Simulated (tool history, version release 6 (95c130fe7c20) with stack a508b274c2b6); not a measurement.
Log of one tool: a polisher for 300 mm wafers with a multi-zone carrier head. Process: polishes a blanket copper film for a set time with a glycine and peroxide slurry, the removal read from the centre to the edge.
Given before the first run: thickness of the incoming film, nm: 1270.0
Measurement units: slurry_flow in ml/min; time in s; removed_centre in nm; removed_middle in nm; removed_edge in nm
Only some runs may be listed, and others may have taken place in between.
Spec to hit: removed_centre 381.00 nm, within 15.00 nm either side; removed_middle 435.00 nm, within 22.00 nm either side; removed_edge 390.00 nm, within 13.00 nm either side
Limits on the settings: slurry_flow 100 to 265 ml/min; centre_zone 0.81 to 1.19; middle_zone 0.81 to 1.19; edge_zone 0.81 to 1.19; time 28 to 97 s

run    day  slurry_flow  centre_zone  middle_zone  edge_zone  time  removed_centre  removed_middle  removed_edge
  1  0.000          170         1.00         1.00       1.00    62          458.45          459.65        458.66
  2  0.362          160         0.98         1.01       0.96    61          441.89          458.62        432.68
  3  0.512          160         0.98         1.01       1.04    61          440.50          460.85        461.81
  4  0.696          160         0.98         1.01       0.97    61          443.48          440.92        450.59
  5  0.904          160         0.98         1.01       0.97    49          344.04          368.06        357.25
  6  1.017          170         0.99         1.04       0.99    49          355.82          377.32        365.42
  7  1.179          180         0.99         1.08       1.00    49          361.16          386.33        366.89
  8  1.338          185         0.98         1.11       1.01    50          365.30          420.52        378.30
  9  1.667          190         0.98         1.11       1.02    50          373.66          409.15        380.16

4 next moves are on the table. One of them brings every result within its allowed miss. Which?
  A  1.996          100         0.96         1.19       0.87    58               ?               ?             ?
  B  1.996          205         0.97         1.11       0.98    52               ?               ?             ?
  C  1.996          160         0.98         1.19       0.88    52               ?               ?             ?
  D  1.996          205         1.01         1.01       1.07    49               ?               ?             ?

move  removed_centre  removed_middle  removed_edge
   A          350.64          437.83        376.84
   B          384.40          440.06        402.05
   C          370.40          444.70        370.33
   D          377.05          386.34        395.94
A: puts the biggest miss on target and leaves a different result outside tolerance
B: meets every target
C: puts the biggest miss on target and leaves a different result outside tolerance
D: lands further from the targets than the last run did
Move B is the one to make.
